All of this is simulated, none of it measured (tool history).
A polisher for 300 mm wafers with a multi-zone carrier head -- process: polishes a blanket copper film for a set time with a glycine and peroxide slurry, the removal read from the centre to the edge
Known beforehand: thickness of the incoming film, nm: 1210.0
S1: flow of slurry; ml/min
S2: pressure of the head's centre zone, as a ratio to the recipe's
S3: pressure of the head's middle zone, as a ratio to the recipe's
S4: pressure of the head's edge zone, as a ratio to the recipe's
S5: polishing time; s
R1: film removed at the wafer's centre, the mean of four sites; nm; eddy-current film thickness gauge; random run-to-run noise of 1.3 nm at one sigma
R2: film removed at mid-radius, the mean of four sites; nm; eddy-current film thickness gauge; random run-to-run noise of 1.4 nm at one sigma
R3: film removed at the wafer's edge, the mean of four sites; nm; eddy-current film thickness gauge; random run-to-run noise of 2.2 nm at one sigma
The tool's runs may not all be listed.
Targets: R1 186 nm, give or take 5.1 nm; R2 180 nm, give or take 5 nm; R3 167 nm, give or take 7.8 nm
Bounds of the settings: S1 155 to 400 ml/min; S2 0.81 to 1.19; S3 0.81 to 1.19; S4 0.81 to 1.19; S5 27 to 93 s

run,hour,S1,S2,S3,S4,S5,R1,R2,R3
1,0,255,1,1,1,59,202,223.79,221.28
2,0.6,305,1,1,1,59,205.48,229.79,216.15
3,5.7,305,1,1,0.92,59,208.64,231.9,205.54
4,8.4,305,1,1,0.86,59,208.15,231.95,209.45
5,13.1,315,1.01,0.99,0.86,57,204.18,221.24,200.97
6,15.8,315,1.01,0.99,0.86,62,220.21,238.31,217.87
7,23.8,325,1.02,0.98,0.86,60,216.17,230.72,213.05
# hour 27.6: centre zone pressure recalibrated
8,27.6,330,1.03,0.98,0.86,58,227.87,223.86,203.35
9,34.3,260,1.02,0.93,0.81,47,178.19,169.9,156.55
10,42,265,1.02,0.93,0.82,47,178.79,170.44,158.77
11,44.5,270,1.02,0.93,0.82,47,181.56,170.71,159.11
12,50.6,275,1.02,0.93,0.82,47,179.76,171.58,164.77
13,55.9,280,1.02,0.93,0.82,47,178.75,172.2,161.98
14,62,285,1.02,0.93,0.82,47,181.04,174.34,161.75
15,67.6,290,1.02,0.93,0.82,47,179.3,170.58,158.54

Below are 5 possible settings for the next run. Only one of them brings all results inside the allowed miss of their targets. Which is it?
A,73.2,260,0.89,0.86,0.91,53,?,?,?
B,73.2,250,0.9,0.81,0.9,53,?,?,?
C,73.2,275,0.91,0.82,0.93,52,?,?,?
D,73.2,205,1.04,0.96,0.82,50,?,?,?
E,73.2,345,1.01,0.89,0.81,48,?,?,?

move,R1,R2,R3
A,173.31,178.4,191.16
B,174.26,169.03,189.85
C,175.13,169.44,190.05
D,184.4,178.2,169.54
E,184.25,171.11,170.17
A: gets the furthest-off result to its target, but another result is out of tolerance
B: further off than the last run
C: further off than the last run
D: every result lands within tolerance
E: closes in on the targets versus the last run, not all within tolerance yet
So the answer is move D, the one that meets all the targets.
